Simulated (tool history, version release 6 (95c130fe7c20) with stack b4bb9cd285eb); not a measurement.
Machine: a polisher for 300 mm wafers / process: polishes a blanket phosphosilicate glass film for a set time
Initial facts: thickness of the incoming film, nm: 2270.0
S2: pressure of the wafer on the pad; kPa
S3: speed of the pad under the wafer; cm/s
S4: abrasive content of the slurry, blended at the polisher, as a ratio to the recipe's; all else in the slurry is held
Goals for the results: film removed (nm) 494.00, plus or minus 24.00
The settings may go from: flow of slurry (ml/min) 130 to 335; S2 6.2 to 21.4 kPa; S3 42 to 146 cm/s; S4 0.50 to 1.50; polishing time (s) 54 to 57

Run 1, day 0.000: flow of slurry (ml/min) 215, S2 13.8 kPa, S3 94 cm/s, S4 1.00, polishing time (s) 54. Result: film removed (nm) 325.90.
Run 2, day 0.154: flow of slurry (ml/min) 215, S2 15.2 kPa, S3 94 cm/s, S4 1.00, polishing time (s) 54. Result: film removed (nm) 342.71.
Run 3, day 0.192: flow of slurry (ml/min) 215, S2 15.2 kPa, S3 94 cm/s, S4 1.00, polishing time (s) 57. Result: film removed (nm) 352.63.
Run 4, day 0.550: flow of slurry (ml/min) 215, S2 15.2 kPa, S3 94 cm/s, S4 1.20, polishing time (s) 57. Result: film removed (nm) 387.42.
Run 5, day 0.733: flow of slurry (ml/min) 215, S2 15.9 kPa, S3 94 cm/s, S4 1.20, polishing time (s) 57. Result: film removed (nm) 401.33.
Run 6, day 1.017: flow of slurry (ml/min) 215, S2 17.9 kPa, S3 94 cm/s, S4 1.20, polishing time (s) 57. Result: film removed (nm) 429.77.
Run 7, day 1.346: flow of slurry (ml/min) 215, S2 18.6 kPa, S3 94 cm/s, S4 1.20, polishing time (s) 57. Result: film removed (nm) 450.05.
Run 8, day 1.542: flow of slurry (ml/min) 215, S2 19.3 kPa, S3 94 cm/s, S4 1.20, polishing time (s) 57. Result: film removed (nm) 453.13.

5 candidate next runs follow, results not yet known. Just one meets every target within its allowed miss. Identify it.
Run A, day 1.738: flow of slurry (ml/min) 265, S2 18.6 kPa, S3 90 cm/s, S4 1.30, polishing time (s) 57. Result: film removed (nm) ?.
Run B, day 1.738: flow of slurry (ml/min) 130, S2 18.6 kPa, S3 104 cm/s, S4 1.20, polishing time (s) 56. Result: film removed (nm) ?.
Run C, day 1.738: flow of slurry (ml/min) 300, S2 21.4 kPa, S3 90 cm/s, S4 1.15, polishing time (s) 57. Result: film removed (nm) ?.
Run D, day 1.738: flow of slurry (ml/min) 200, S2 19.3 kPa, S3 86 cm/s, S4 1.50, polishing time (s) 55. Result: film removed (nm) ?.
Run E, day 1.738: flow of slurry (ml/min) 195, S2 19.3 kPa, S3 104 cm/s, S4 1.00, polishing time (s) 54. Result: film removed (nm) ?.

move  film removed (nm)
   A             448.39
   B             426.44
   C             482.41
   D             435.10
   E             426.32
A: the biggest miss grows against the last run
B: the biggest miss grows against the last run
C: meets every target
D: the biggest miss grows against the last run
E: the biggest miss grows against the last run
Go with C: it meets all targets.
